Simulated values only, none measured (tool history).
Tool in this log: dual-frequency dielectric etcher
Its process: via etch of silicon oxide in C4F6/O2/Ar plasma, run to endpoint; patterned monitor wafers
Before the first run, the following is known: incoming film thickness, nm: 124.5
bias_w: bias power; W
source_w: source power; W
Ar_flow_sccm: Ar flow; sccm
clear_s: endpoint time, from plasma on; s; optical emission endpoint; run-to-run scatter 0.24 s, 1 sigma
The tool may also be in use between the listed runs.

{"run": 1, "hour": 0.0, "bias_w": 423, "source_w": 450, "Ar_flow_sccm": 346, "clear_s": 26.552}
{"run": 2, "hour": 7.8, "bias_w": 451, "source_w": 450, "Ar_flow_sccm": 346, "clear_s": 25.629}
{"run": 3, "hour": 8.8, "bias_w": 451, "source_w": 450, "Ar_flow_sccm": 380, "clear_s": 25.837}
{"run": 4, "hour": 9.3, "bias_w": 412, "source_w": 440, "Ar_flow_sccm": 382, "clear_s": 28.082}
{"run": 5, "hour": 11.6, "bias_w": 454, "source_w": 440, "Ar_flow_sccm": 382, "clear_s": 25.607}
{"run": 6, "hour": 18.8, "bias_w": 426, "source_w": 430, "Ar_flow_sccm": 383, "clear_s": 27.302}
{"run": 7, "hour": 19.4, "bias_w": 407, "source_w": 430, "Ar_flow_sccm": 384, "clear_s": 28.016}
{"run": 8, "hour": 21.9, "bias_w": 392, "source_w": 430, "Ar_flow_sccm": 385, "clear_s": 28.633}

Expected results for the next run?
{"run": 9, "hour": 27.7, "bias_w": 381, "source_w": 430, "Ar_flow_sccm": 386, "clear_s": "?"}

clear_s: 29.073 s
